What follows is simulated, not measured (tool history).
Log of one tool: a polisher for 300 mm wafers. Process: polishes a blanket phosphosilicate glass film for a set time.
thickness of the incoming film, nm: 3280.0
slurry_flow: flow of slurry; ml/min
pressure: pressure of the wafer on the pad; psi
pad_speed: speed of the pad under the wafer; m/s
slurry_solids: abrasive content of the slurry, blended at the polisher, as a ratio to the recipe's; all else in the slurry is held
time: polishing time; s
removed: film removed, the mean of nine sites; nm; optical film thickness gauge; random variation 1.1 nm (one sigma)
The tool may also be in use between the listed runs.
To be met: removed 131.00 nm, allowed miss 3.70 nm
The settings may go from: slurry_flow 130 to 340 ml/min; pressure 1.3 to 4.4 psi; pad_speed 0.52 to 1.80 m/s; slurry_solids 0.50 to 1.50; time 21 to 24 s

run,hour,slurry_flow,pressure,pad_speed,slurry_solids,time,removed
1,0.0,220,2.8,1.16,1.00,24,189.92
2,8.9,220,2.7,1.16,1.00,24,183.12
3,12.4,190,2.7,1.16,1.00,24,180.73
4,19.2,190,2.7,1.16,1.00,21,158.18
5,22.3,210,2.7,1.16,1.00,21,161.93
6,28.7,205,2.6,1.16,1.00,21,156.29
7,32.5,200,2.5,1.16,1.00,21,148.40
8,33.7,195,2.5,1.16,1.00,21,148.39

5 next moves are on the table. One of them brings every result within its allowed miss. Which?
A,34.9,200,2.4,1.14,0.90,22,?
B,34.9,205,2.4,1.06,0.80,24,?
C,34.9,195,2.2,1.16,0.90,24,?
D,34.9,250,2.3,0.90,1.35,21,?
E,34.9,135,2.8,0.96,0.90,21,?

move,removed
A,139.61
B,136.89
C,140.91
D,141.43
E,132.45
A: nearer than the last run, and not there yet
B: nearer than the last run, and not there yet
C: nearer than the last run, and not there yet
D: nearer than the last run, and not there yet
E: meets every target
Answer: E

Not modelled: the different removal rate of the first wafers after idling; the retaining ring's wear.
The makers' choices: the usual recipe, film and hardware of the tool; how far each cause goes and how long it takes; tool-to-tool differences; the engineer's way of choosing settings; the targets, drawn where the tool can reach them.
